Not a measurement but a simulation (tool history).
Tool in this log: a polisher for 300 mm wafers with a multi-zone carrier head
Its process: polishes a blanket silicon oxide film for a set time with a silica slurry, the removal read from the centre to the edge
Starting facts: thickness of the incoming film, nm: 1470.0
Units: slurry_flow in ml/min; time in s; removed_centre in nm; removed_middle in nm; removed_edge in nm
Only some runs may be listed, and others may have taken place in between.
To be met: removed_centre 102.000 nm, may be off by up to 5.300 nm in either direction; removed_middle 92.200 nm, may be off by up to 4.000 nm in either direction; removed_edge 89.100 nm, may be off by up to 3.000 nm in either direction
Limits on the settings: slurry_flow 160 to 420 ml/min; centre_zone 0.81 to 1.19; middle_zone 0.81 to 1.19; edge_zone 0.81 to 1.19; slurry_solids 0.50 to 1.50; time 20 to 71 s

Run 1, hour 0.0: slurry_flow 270 ml/min, centre_zone 1.00, middle_zone 1.00, edge_zone 1.00, slurry_solids 1.00, time 45 s. Result: removed_centre 171.760 nm, removed_middle 169.150 nm, removed_edge 170.550 nm.
Run 2, hour 2.8: slurry_flow 295 ml/min, centre_zone 1.00, middle_zone 1.00, edge_zone 1.00, slurry_solids 1.00, time 45 s. Result: removed_centre 172.590 nm, removed_middle 175.260 nm, removed_edge 168.360 nm.
Run 3, hour 8.2: slurry_flow 300 ml/min, centre_zone 1.01, middle_zone 0.99, edge_zone 0.99, slurry_solids 0.95, time 43 s. Result: removed_centre 161.400 nm, removed_middle 157.000 nm, removed_edge 155.590 nm.
Run 4, hour 10.0: slurry_flow 300 ml/min, centre_zone 0.93, middle_zone 0.99, edge_zone 0.99, slurry_solids 0.95, time 43 s. Result: removed_centre 155.240 nm, removed_middle 160.450 nm, removed_edge 156.820 nm.
Run 5, hour 16.3: slurry_flow 300 ml/min, centre_zone 0.93, middle_zone 0.94, edge_zone 0.99, slurry_solids 0.95, time 43 s. Result: removed_centre 152.710 nm, removed_middle 153.600 nm, removed_edge 154.230 nm.
Run 6, hour 23.3: slurry_flow 305 ml/min, centre_zone 0.94, middle_zone 0.93, edge_zone 0.97, slurry_solids 0.90, time 41 s. Result: removed_centre 141.310 nm, removed_middle 144.100 nm, removed_edge 144.410 nm.
Run 7, hour 31.8: slurry_flow 315 ml/min, centre_zone 0.98, middle_zone 0.93, edge_zone 0.96, slurry_solids 0.85, time 39 s. Result: removed_centre 131.540 nm, removed_middle 129.490 nm, removed_edge 131.280 nm.
Run 8, hour 37.0: slurry_flow 325 ml/min, centre_zone 1.01, middle_zone 0.93, edge_zone 0.94, slurry_solids 0.80, time 38 s. Result: removed_centre 129.520 nm, removed_middle 120.610 nm, removed_edge 121.360 nm.
Run 9, hour 42.9: slurry_flow 325 ml/min, centre_zone 1.01, middle_zone 0.93, edge_zone 0.93, slurry_solids 0.75, time 38 s. Result: removed_centre 122.270 nm, removed_middle 117.250 nm, removed_edge 118.440 nm.
Run 10, hour 49.7: slurry_flow 335 ml/min, centre_zone 1.03, middle_zone 0.93, edge_zone 0.91, slurry_solids 0.70, time 38 s. Result: removed_centre 119.730 nm, removed_middle 109.580 nm, removed_edge 109.450 nm.
Run 11, hour 52.9: slurry_flow 335 ml/min, centre_zone 1.03, middle_zone 0.93, edge_zone 0.90, slurry_solids 0.65, time 38 s. Result: removed_centre 112.050 nm, removed_middle 103.590 nm, removed_edge 103.240 nm.
Run 12, hour 55.7: slurry_flow 335 ml/min, centre_zone 1.03, middle_zone 0.93, edge_zone 0.89, slurry_solids 0.65, time 38 s. Result: removed_centre 110.860 nm, removed_middle 102.190 nm, removed_edge 101.960 nm.
Run 13, hour 64.4: slurry_flow 335 ml/min, centre_zone 1.03, middle_zone 0.93, edge_zone 0.88, slurry_solids 0.65, time 38 s. Result: removed_centre 110.620 nm, removed_middle 106.610 nm, removed_edge 100.810 nm.
Run 14, hour 71.2: slurry_flow 335 ml/min, centre_zone 1.03, middle_zone 0.92, edge_zone 0.87, slurry_solids 0.65, time 38 s. Result: removed_centre 113.090 nm, removed_middle 104.930 nm, removed_edge 100.560 nm.
Run 15, hour 74.2: slurry_flow 335 ml/min, centre_zone 1.03, middle_zone 0.91, edge_zone 0.87, slurry_solids 0.65, time 38 s. Result: removed_centre 113.600 nm, removed_middle 103.550 nm, removed_edge 100.420 nm.
Run 16, hour 79.7: slurry_flow 315 ml/min, centre_zone 1.01, middle_zone 0.88, edge_zone 0.81, slurry_solids 0.50, time 37 s. Result: removed_centre 80.754 nm, removed_middle 74.798 nm, removed_edge 73.754 nm.
Run 17, hour 87.7: slurry_flow 325 ml/min, centre_zone 1.02, middle_zone 0.89, edge_zone 0.82, slurry_solids 0.50, time 37 s. Result: removed_centre 82.176 nm, removed_middle 76.243 nm, removed_edge 74.688 nm.
Run 18, hour 89.5: slurry_flow 345 ml/min, centre_zone 1.12, middle_zone 0.99, edge_zone 0.92, slurry_solids 0.75, time 37 s. Result: removed_centre 130.080 nm, removed_middle 115.330 nm, removed_edge 111.890 nm.
Run 19, hour 96.8: slurry_flow 325 ml/min, centre_zone 1.11, middle_zone 0.98, edge_zone 0.91, slurry_solids 0.75, time 37 s. Result: removed_centre 126.030 nm, removed_middle 116.600 nm, removed_edge 111.640 nm.
Run 20, hour 100.0: slurry_flow 330 ml/min, centre_zone 1.11, middle_zone 0.94, edge_zone 0.87, slurry_solids 0.50, time 32 s. Result: removed_centre 76.787 nm, removed_middle 69.071 nm, removed_edge 65.315 nm.
Run 21, hour 103.2: slurry_flow 340 ml/min, centre_zone 1.19, middle_zone 1.04, edge_zone 0.97, slurry_solids 0.55, time 29 s. Result: removed_centre 80.323 nm, removed_middle 72.475 nm, removed_edge 70.002 nm.
Run 22, hour 105.3: slurry_flow 350 ml/min, centre_zone 1.19, middle_zone 1.04, edge_zone 0.97, slurry_solids 0.55, time 29 s. Result: removed_centre 81.073 nm, removed_middle 74.753 nm, removed_edge 69.069 nm.
Run 23, hour 109.0: slurry_flow 355 ml/min, centre_zone 1.19, middle_zone 1.04, edge_zone 0.98, slurry_solids 0.60, time 29 s. Result: removed_centre 87.811 nm, removed_middle 81.812 nm, removed_edge 75.223 nm.
Run 24, hour 114.9: slurry_flow 360 ml/min, centre_zone 1.19, middle_zone 1.03, edge_zone 0.99, slurry_solids 0.60, time 29 s. Result: removed_centre 87.893 nm, removed_middle 78.385 nm, removed_edge 75.947 nm.
Run 25, hour 123.7: slurry_flow 365 ml/min, centre_zone 1.19, middle_zone 1.03, edge_zone 0.99, slurry_solids 0.60, time 29 s. Result: removed_centre 89.476 nm, removed_middle 81.020 nm, removed_edge 75.319 nm.
Run 26, hour 125.4: slurry_flow 375 ml/min, centre_zone 1.19, middle_zone 1.03, edge_zone 1.08, slurry_solids 0.85, time 30 s. Result: removed_centre 117.500 nm, removed_middle 108.440 nm, removed_edge 107.140 nm.

Which single option among these 4 for the next run brings every result within its allowed miss of target? Just one does.
Run A, hour 127.1: slurry_flow 420 ml/min, centre_zone 1.00, middle_zone 1.18, edge_zone 1.07, slurry_solids 0.95, time 32 s. Result: removed_centre ?, removed_middle ?, removed_edge ?.
Run B, hour 127.1: slurry_flow 370 ml/min, centre_zone 1.19, middle_zone 1.06, edge_zone 1.06, slurry_solids 0.70, time 29 s. Result: removed_centre ?, removed_middle ?, removed_edge ?.
Run C, hour 127.1: slurry_flow 325 ml/min, centre_zone 1.19, middle_zone 1.01, edge_zone 1.01, slurry_solids 0.75, time 30 s. Result: removed_centre ?, removed_middle ?, removed_edge ?.
Run D, hour 127.1: slurry_flow 330 ml/min, centre_zone 0.86, middle_zone 0.81, edge_zone 1.19, slurry_solids 0.95, time 31 s. Result: removed_centre ?, removed_middle ?, removed_edge ?.

move  removed_centre  removed_middle  removed_edge
   A         119.830         136.600       121.720
   B          99.560          92.664        88.790
   C         107.280          96.821        93.922
   D         101.960         101.790       123.010
A: moves away from the targets compared with the last run
B: each result inside its tolerance
C: closes in on the targets versus the last run, not all within tolerance yet
D: moves away from the targets compared with the last run
The right move is B.
